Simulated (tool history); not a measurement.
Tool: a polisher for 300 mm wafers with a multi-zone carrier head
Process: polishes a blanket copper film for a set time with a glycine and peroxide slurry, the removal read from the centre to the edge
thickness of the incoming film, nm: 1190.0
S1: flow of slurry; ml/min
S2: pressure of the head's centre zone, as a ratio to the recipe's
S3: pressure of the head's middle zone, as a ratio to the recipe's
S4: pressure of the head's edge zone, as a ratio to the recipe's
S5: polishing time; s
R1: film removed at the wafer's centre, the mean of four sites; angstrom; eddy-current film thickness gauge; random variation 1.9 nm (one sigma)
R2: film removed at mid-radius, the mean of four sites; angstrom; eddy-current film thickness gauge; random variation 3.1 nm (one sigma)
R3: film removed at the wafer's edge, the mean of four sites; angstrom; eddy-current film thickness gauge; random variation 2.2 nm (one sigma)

Run 1, hour 0: S1 195 ml/min, S2 1, S3 1, S4 1, S5 68 s. Result: R1 3013.9 angstrom, R2 3180.4 angstrom, R3 3098.6 angstrom.
Run 2, hour 1.4: S1 230 ml/min, S2 1, S3 1, S4 1, S5 68 s. Result: R1 3016.3 angstrom, R2 3151 angstrom, R3 3222.1 angstrom.
Run 3, hour 8.9: S1 265 ml/min, S2 1, S3 1, S4 1, S5 68 s. Result: R1 3110.1 angstrom, R2 3242.9 angstrom, R3 3241.7 angstrom.
Run 4, hour 13.6: S1 265 ml/min, S2 1, S3 1, S4 1.05, S5 68 s. Result: R1 3155.7 angstrom, R2 3225.1 angstrom, R3 3272.6 angstrom.
Run 5, hour 18.7: S1 255 ml/min, S2 0.96, S3 1, S4 1.03, S5 63 s. Result: R1 2775.9 angstrom, R2 3007.1 angstrom, R3 3048.4 angstrom.
Run 6, hour 21.3: S1 245 ml/min, S2 0.93, S3 1, S4 1.01, S5 59 s. Result: R1 2511.8 angstrom, R2 2806 angstrom, R3 2757.5 angstrom.
Run 7, hour 24: S1 230 ml/min, S2 0.9, S3 1, S4 1.03, S5 57 s. Result: R1 2313.4 angstrom, R2 2689.1 angstrom, R3 2723.3 angstrom.
Run 8, hour 31: S1 220 ml/min, S2 0.88, S3 0.99, S4 1.01, S5 56 s. Result: R1 2194.1 angstrom, R2 2645.5 angstrom, R3 2622.8 angstrom.
Run 9, hour 38: S1 215 ml/min, S2 0.87, S3 0.97, S4 0.99, S5 55 s. Result: R1 2177.5 angstrom, R2 2480.3 angstrom, R3 2546.6 angstrom.
Run 10, hour 43.4: S1 205 ml/min, S2 0.86, S3 0.97, S4 0.99, S5 54 s. Result: R1 2073.2 angstrom, R2 2456.5 angstrom, R3 2502.4 angstrom.
Run 11, hour 48.6: S1 205 ml/min, S2 0.86, S3 0.97, S4 0.99, S5 54 s. Result: R1 2016.8 angstrom, R2 2433.1 angstrom, R3 2479.6 angstrom.

Run 12 comes next. What will it give?
Run 12, hour 49.2: S1 195 ml/min, S2 0.86, S3 0.97, S4 0.98, S5 54 s. Result: R1 ?, R2 ?, R3 ?.

Run 12 gave R1 2071.7 angstrom, R2 2401.3 angstrom, R3 2462.9 angstrom.
